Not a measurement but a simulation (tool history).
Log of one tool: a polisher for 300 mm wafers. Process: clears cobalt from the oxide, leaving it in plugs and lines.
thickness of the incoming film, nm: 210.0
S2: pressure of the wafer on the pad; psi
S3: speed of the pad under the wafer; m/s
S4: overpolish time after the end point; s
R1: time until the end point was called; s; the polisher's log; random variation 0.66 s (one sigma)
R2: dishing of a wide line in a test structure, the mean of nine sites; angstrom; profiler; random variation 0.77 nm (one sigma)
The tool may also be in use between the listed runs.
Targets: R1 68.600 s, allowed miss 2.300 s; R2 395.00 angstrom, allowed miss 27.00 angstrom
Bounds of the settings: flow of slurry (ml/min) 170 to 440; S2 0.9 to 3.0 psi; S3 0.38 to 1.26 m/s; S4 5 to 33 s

{"run": 1, "hour": 0.0, "flow of slurry (ml/min)": 280, "S2": 1.9, "S3": 0.82, "S4": 17, "R1": 49.844, "R2": 382.22}
{"run": 2, "hour": 5.2, "flow of slurry (ml/min)": 280, "S2": 1.7, "S3": 0.82, "S4": 19, "R1": 54.662, "R2": 381.21}
{"run": 3, "hour": 8.0, "flow of slurry (ml/min)": 280, "S2": 1.7, "S3": 0.82, "S4": 15, "R1": 54.517, "R2": 343.19}
{"run": 4, "hour": 11.2, "flow of slurry (ml/min)": 280, "S2": 1.7, "S3": 0.82, "S4": 22, "R1": 54.59, "R2": 399.6}
{"run": 5, "hour": 18.9, "flow of slurry (ml/min)": 280, "S2": 1.7, "S3": 0.72, "S4": 22, "R1": 61.834, "R2": 378.35}
{"run": 6, "hour": 26.3, "flow of slurry (ml/min)": 280, "S2": 1.2, "S3": 0.72, "S4": 22, "R1": 88.729, "R2": 326.34}
{"run": 7, "hour": 35.0, "flow of slurry (ml/min)": 280, "S2": 1.3, "S3": 0.72, "S4": 23, "R1": 81.785, "R2": 336.24}
{"run": 8, "hour": 37.6, "flow of slurry (ml/min)": 285, "S2": 1.6, "S3": 0.72, "S4": 28, "R1": 65.528, "R2": 409.0}

5 next moves are on the table. One of them brings every result within its allowed miss. Which?
{"run": "A", "hour": 40.2, "flow of slurry (ml/min)": 270, "S2": 1.8, "S3": 0.7, "S4": 28, "R1": "?", "R2": "?"}
{"run": "B", "hour": 40.2, "flow of slurry (ml/min)": 325, "S2": 1.5, "S3": 0.74, "S4": 27, "R1": "?", "R2": "?"}
{"run": "C", "hour": 40.2, "flow of slurry (ml/min)": 300, "S2": 1.6, "S3": 0.82, "S4": 26, "R1": "?", "R2": "?"}
{"run": "D", "hour": 40.2, "flow of slurry (ml/min)": 290, "S2": 1.8, "S3": 0.68, "S4": 24, "R1": "?", "R2": "?"}
{"run": "E", "hour": 40.2, "flow of slurry (ml/min)": 305, "S2": 1.6, "S3": 0.72, "S4": 33, "R1": "?", "R2": "?"}

move=A R1=59.871 R2=415.20
move=B R1=66.717 R2=392.91
move=C R1=57.283 R2=410.40
move=D R1=61.130 R2=387.25
move=E R1=64.657 R2=428.61
A: further off than the last run
B: meets every target
C: further off than the last run
D: further off than the last run
E: further off than the last run
Answer: B
